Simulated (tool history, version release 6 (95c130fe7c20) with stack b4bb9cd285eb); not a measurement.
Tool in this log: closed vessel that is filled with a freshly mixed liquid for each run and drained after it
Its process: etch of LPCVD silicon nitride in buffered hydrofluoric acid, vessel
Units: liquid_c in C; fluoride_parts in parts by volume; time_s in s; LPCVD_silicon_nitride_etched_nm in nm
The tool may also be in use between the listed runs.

| run | hour | liquid_c | fluoride_parts | time_s | LPCVD_silicon_nitride_etched_nm |
|---|---|---|---|---|---|
| 1 | 0.0 | 23.0 | 8.0 | 820 | 11.578 |
| 2 | 1.1 | 25.0 | 7.5 | 820 | 13.688 |
| 3 | 4.2 | 26.5 | 7.0 | 820 | 16.090 |
| 4 | 11.2 | 27.5 | 6.5 | 820 | 18.050 |
| 5 | 16.1 | 27.5 | 6.5 | 820 | 18.059 |
| 6 | 20.9 | 30.5 | 6.5 | 820 | 21.194 |
| 7 | 27.3 | 31.0 | 6.0 | 820 | 23.150 |

What does the tool deliver on the next run?
| 8 | 28.4 | 31.0 | 5.5 | 820 | ? |

Run 8 came out at LPCVD_silicon_nitride_etched_nm 25.110 nm.
